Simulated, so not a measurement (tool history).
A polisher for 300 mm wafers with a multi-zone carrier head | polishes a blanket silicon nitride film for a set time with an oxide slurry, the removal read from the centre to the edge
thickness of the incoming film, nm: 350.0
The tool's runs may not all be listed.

run	hour	flow of slurry (ml/min)	pressure of the head's centre zone	pressure of the head's middle zone	pressure of the head's edge zone	abrasive content of the slurry	polishing time (s)	film removed at the wafer's centre (nm)	film removed at mid-radius (nm)	film removed at the wafer's edge (nm)
1	0	185	1	1	1	1	44	22.647	22.301	22.825
2	4.7	185	0.92	1	1	1	44	20.495	22.906	23.487
3	10.1	190	0.94	1.01	1.02	1.1	44	22.225	23.543	24.57
4	12	190	0.94	1.01	1.02	1.1	50	25.773	27.172	27.908
5	15.5	190	0.88	1.01	1.02	1.1	50	23.887	26.747	28.138
6	18.5	145	0.88	1.01	1.02	1.1	50	22.553	26.107	26.45
7	26.8	160	0.91	1.02	1.02	1.1	50	23.819	26.83	26.935
8	33.6	175	0.93	1.03	1.02	1.1	50	24.747	27.622	27.41
9	39.8	190	0.95	1.03	1.02	1.1	50	25.853	27.557	27.711
10	47.7	200	0.96	1.03	1.02	1.1	50	26.376	27.897	27.961

Forecast run 11:
11	53.2	210	0.97	1.03	1.03	1.1	50	?	?	?

{"run 11": {"film removed at the wafer's centre (nm)": 27.14, "film removed at mid-radius (nm)": 27.627, "film removed at the wafer's edge (nm)": 28.335}}

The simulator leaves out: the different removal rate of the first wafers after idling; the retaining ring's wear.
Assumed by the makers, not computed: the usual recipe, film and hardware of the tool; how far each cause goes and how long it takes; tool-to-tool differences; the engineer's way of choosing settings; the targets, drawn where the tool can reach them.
